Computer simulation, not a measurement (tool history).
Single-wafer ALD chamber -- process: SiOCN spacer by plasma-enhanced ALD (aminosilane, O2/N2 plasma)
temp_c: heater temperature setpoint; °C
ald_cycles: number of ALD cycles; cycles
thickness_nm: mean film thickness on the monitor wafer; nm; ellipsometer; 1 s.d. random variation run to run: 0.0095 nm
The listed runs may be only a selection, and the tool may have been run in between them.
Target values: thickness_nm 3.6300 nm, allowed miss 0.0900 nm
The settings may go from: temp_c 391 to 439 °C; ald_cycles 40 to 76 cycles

run 1 hour=0.0 | temp_c=415 ald_cycles=58 | thickness_nm=3.0628
run 2 hour=1.2 | temp_c=413 ald_cycles=60 | thickness_nm=3.1836
run 3 hour=5.5 | temp_c=413 ald_cycles=56 | thickness_nm=2.9781
run 4 hour=12.1 | temp_c=418 ald_cycles=56 | thickness_nm=2.9372
run 5 hour=16.0 | temp_c=417 ald_cycles=59 | thickness_nm=3.0947
run 6 hour=22.9 | temp_c=417 ald_cycles=64 | thickness_nm=3.3652
run 7 hour=32.0 | temp_c=415 ald_cycles=65 | thickness_nm=3.4282
run 8 hour=34.0 | temp_c=414 ald_cycles=66 | thickness_nm=3.4927
-- hour=42.0 thermocouple changed; heater temperature recalibrated
run 9 hour=42.0 | temp_c=413 ald_cycles=66 | thickness_nm=3.5328

Below are 5 possible settings for the next run. Only one of them brings all results inside the allowed miss of their targets. Which is it?
run A hour=50.0 | temp_c=402 ald_cycles=69 | thickness_nm=?
run B hour=50.0 | temp_c=405 ald_cycles=71 | thickness_nm=?
run C hour=50.0 | temp_c=407 ald_cycles=66 | thickness_nm=?
run D hour=50.0 | temp_c=414 ald_cycles=72 | thickness_nm=?
run E hour=50.0 | temp_c=411 ald_cycles=72 | thickness_nm=?

move=A thickness_nm=3.8247
move=B thickness_nm=3.9012
move=C thickness_nm=3.6052
move=D thickness_nm=3.8518
move=E thickness_nm=3.8866
A: carries the result that was furthest off beyond its target, to the other side
B: carries the result that was furthest off beyond its target, to the other side
C: every result within its allowed miss
D: carries the result that was furthest off beyond its target, to the other side
E: carries the result that was furthest off beyond its target, to the other side
C is the move that brings every result within its allowed miss.
